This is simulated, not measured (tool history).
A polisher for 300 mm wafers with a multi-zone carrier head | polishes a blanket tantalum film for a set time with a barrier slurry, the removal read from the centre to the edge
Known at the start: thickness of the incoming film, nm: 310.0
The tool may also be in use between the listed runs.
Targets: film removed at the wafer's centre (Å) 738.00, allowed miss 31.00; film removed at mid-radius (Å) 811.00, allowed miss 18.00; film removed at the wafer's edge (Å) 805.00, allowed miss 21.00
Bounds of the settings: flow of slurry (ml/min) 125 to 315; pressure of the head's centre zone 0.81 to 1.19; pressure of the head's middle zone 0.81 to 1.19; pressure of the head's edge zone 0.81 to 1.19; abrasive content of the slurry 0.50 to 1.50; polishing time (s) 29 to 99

run,day,flow of slurry (ml/min),pressure of the head's centre zone,pressure of the head's middle zone,pressure of the head's edge zone,abrasive content of the slurry,polishing time (s),film removed at the wafer's centre (Å),film removed at mid-radius (Å),film removed at the wafer's edge (Å)
1,0.000,205,1.00,1.00,1.00,1.00,64,937.52,945.03,870.09
2,0.217,205,1.00,1.00,1.00,1.00,73,1050.00,1063.10,997.47
3,0.362,205,1.00,1.00,1.00,1.00,83,1223.70,1226.90,1136.30
4,0.621,190,0.94,0.96,0.96,0.85,80,1077.70,1091.60,1045.80
5,0.858,180,0.90,0.95,0.95,0.75,76,936.63,997.45,960.99
6,1.075,180,0.82,0.95,0.95,0.75,76,839.99,994.89,958.70
7,1.250,175,0.82,0.93,0.92,0.65,74,793.64,930.92,889.75
8,1.562,175,0.82,0.93,0.92,0.65,74,802.39,924.51,896.31
9,1.862,165,0.82,0.91,0.90,0.60,73,769.80,878.90,861.55
10,2.012,160,0.82,0.90,0.88,0.55,73,750.84,862.09,845.30
11,2.254,155,0.83,0.89,0.86,0.55,73,756.98,845.20,828.86

5 next moves are on the table. One of them brings every result within its allowed miss. Which?
A,2.496,145,0.82,0.99,0.81,0.60,69,?,?,?
B,2.496,165,0.85,0.98,0.81,0.50,69,?,?,?
C,2.496,125,0.86,0.92,0.93,0.75,67,?,?,?
D,2.496,160,0.81,0.89,0.81,0.70,70,?,?,?
E,2.496,190,0.92,0.99,0.81,0.55,66,?,?,?

move,film removed at the wafer's centre (Å),film removed at mid-radius (Å),film removed at the wafer's edge (Å)
A,725.47,878.06,772.68
B,745.15,860.30,759.98
C,748.15,814.18,808.09
D,757.28,848.18,813.69
E,800.14,857.91,747.95
A: further off than the last run
B: further off than the last run
C: meets every target
D: further off than the last run
E: further off than the last run
Move C is the one to make.

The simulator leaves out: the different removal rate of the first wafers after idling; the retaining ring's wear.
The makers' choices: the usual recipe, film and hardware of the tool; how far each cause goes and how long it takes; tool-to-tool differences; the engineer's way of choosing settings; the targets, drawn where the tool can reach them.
